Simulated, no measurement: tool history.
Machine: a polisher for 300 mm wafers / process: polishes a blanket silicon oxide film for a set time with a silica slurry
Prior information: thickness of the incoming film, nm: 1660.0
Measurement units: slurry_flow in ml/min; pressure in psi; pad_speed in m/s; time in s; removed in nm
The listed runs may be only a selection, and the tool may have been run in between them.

run,hour,slurry_flow,pressure,pad_speed,slurry_solids,time,removed
1,0,275,4.3,0.92,1,25,79.227
2,5.2,275,4.3,0.92,1.15,25,84.989
3,11.6,275,4,0.92,1.15,25,79.392
4,17,275,3,0.92,1.15,25,59.433
5,19.9,275,2.9,0.92,1.15,25,57.061
6,28.4,275,3.7,0.92,1.15,25,73.176
7,37.3,275,3.5,0.92,1.15,25,71.234
8,42.2,275,3.3,0.92,1.15,25,65.632
9,48,275,3.2,0.92,1.15,25,64.317
10,55.7,275,3.1,0.92,1.15,25,61.86
11,58.3,275,3,0.92,1.15,25,60.206

Run 12 is up next; what results do you expect?
12,64.5,275,2.9,0.92,1.15,25,?

removed: 58.354 nm
